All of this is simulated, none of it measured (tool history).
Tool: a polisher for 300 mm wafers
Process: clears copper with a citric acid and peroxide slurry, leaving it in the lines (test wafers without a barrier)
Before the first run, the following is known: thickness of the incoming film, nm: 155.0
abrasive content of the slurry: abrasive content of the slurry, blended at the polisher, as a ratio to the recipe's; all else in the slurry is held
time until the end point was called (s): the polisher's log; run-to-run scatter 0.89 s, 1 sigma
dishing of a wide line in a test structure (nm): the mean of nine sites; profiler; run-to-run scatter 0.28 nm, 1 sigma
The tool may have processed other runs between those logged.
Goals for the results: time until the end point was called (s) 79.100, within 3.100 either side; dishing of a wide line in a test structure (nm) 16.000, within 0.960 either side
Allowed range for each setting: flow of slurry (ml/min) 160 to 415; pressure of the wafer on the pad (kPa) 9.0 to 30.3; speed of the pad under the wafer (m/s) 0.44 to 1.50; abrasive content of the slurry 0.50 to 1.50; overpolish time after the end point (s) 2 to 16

run	hour	flow of slurry (ml/min)	pressure of the wafer on the pad (kPa)	speed of the pad under the wafer (m/s)	abrasive content of the slurry	overpolish time after the end point (s)	time until the end point was called (s)	dishing of a wide line in a test structure (nm)
1	0.0	265	19.3	0.96	1.00	8	68.773	12.609
2	0.8	265	18.6	0.96	1.00	9	70.117	13.871
3	6.9	265	18.6	0.96	0.85	9	72.973	13.025
4	10.3	270	17.9	0.96	0.90	10	75.906	14.780
5	14.0	270	17.9	0.96	0.90	9	75.345	12.822
6	16.8	210	17.9	0.96	0.90	9	79.923	12.472
7	19.4	205	17.9	0.96	0.90	10	79.116	14.312
8	22.4	205	17.9	0.96	0.90	11	78.933	15.281
9	24.9	205	17.9	0.96	0.90	11	78.061	15.179
10	28.6	200	17.9	0.96	0.90	11	79.275	14.640
# hour 30.5: slurry nozzle cleaned
11	30.5	205	17.9	0.96	0.90	12	72.927	17.511
12	34.6	200	17.9	0.96	0.90	12	73.527	18.049
13	43.0	200	17.2	0.96	0.90	12	74.505	17.246
14	43.5	195	17.2	0.96	0.90	12	75.856	16.677
15	46.5	190	17.2	0.96	0.90	12	74.448	16.585

Exercise: of the 5 proposed moves below, exactly one satisfies all targets within the stated allowed misses. Which move is it?
A	49.5	230	16.5	0.82	1.15	12	?	?
B	49.5	225	17.9	1.02	1.05	9	?	?
C	49.5	190	17.9	1.00	0.90	11	?	?
D	49.5	160	15.9	1.14	1.05	11	?	?
E	49.5	260	17.2	0.90	1.20	10	?	?

move	time until the end point was called (s)	dishing of a wide line in a test structure (nm)
A	78.228	15.545
B	65.681	14.018
C	71.020	15.701
D	70.706	15.728
E	69.701	14.622
A: in spec on every target
B: lands further from the targets than the last run did
C: lands further from the targets than the last run did
D: lands further from the targets than the last run did
E: lands further from the targets than the last run did
Correct choice: A, which meets every target
